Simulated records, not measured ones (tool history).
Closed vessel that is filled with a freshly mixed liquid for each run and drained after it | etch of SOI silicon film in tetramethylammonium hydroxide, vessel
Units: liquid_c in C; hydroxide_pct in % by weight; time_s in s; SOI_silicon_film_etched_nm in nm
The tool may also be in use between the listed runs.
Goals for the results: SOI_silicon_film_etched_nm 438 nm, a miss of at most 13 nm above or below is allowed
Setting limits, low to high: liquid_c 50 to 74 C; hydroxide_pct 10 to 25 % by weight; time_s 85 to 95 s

run	hour	liquid_c	hydroxide_pct	time_s	SOI_silicon_film_etched_nm
1	0	61	19	85	282.42
2	2.7	63	19	85	318.66
3	6.9	59	19	85	247.36
4	9	59	19	95	278.35
5	14.2	60.5	19	95	306.29
6	17.8	62	19	95	335.85
7	26.6	63	19	95	357.3
8	28.9	64	19	95	382.09
9	30.8	64.5	19	95	388.22
10	33	65	19	95	401.65
11	39.6	65.5	19	95	414.1

4 next moves are on the table. One of them brings every result within its allowed miss. Which?
A	46.2	65	20	90	?
B	46.2	67	20.5	95	?
C	46.2	63	14.5	95	?
D	46.2	66	22.5	95	?

move	SOI_silicon_film_etched_nm
A	371.99
B	437.6
C	395.94
D	387.89
A: moves away from the targets compared with the last run
B: all results in spec
C: moves away from the targets compared with the last run
D: moves away from the targets compared with the last run
B is the move that brings every result within its allowed miss.
